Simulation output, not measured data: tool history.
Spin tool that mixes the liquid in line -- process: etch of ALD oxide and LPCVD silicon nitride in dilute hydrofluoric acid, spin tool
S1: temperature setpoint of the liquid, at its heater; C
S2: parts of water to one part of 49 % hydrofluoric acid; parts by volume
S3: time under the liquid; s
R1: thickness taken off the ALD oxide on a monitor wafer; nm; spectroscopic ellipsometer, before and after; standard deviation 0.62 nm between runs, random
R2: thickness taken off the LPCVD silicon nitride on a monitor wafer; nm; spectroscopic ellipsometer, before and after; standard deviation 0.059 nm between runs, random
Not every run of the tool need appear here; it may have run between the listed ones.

Run 1, hour 0: S1 21 C, S2 110 parts by volume, S3 180 s. Result: R1 44.751 nm, R2 0.74915 nm.
Run 2, hour 2.1: S1 19.5 C, S2 110 parts by volume, S3 180 s. Result: R1 41.674 nm, R2 0.64533 nm.
Run 3, hour 4.6: S1 17 C, S2 110 parts by volume, S3 180 s. Result: R1 37.983 nm, R2 0.62385 nm.
Run 4, hour 7.1: S1 19 C, S2 110 parts by volume, S3 180 s. Result: R1 41.083 nm, R2 0.62468 nm.
Run 5, hour 9.2: S1 21 C, S2 110 parts by volume, S3 180 s. Result: R1 44.846 nm, R2 0.75198 nm.
Run 6, hour 14.9: S1 21 C, S2 85 parts by volume, S3 180 s. Result: R1 59.691 nm, R2 0.9018 nm.
Run 7, hour 17.8: S1 22 C, S2 85 parts by volume, S3 180 s. Result: R1 62.555 nm, R2 1.0219 nm.

Estimate the outcome of run 8 from the log above:
Run 8, hour 21.6: S1 22.5 C, S2 85 parts by volume, S3 180 s. Result: R1 ?, R2 ?.

Run 8 came out at R1 62.702 nm, R2 1.0182 nm.
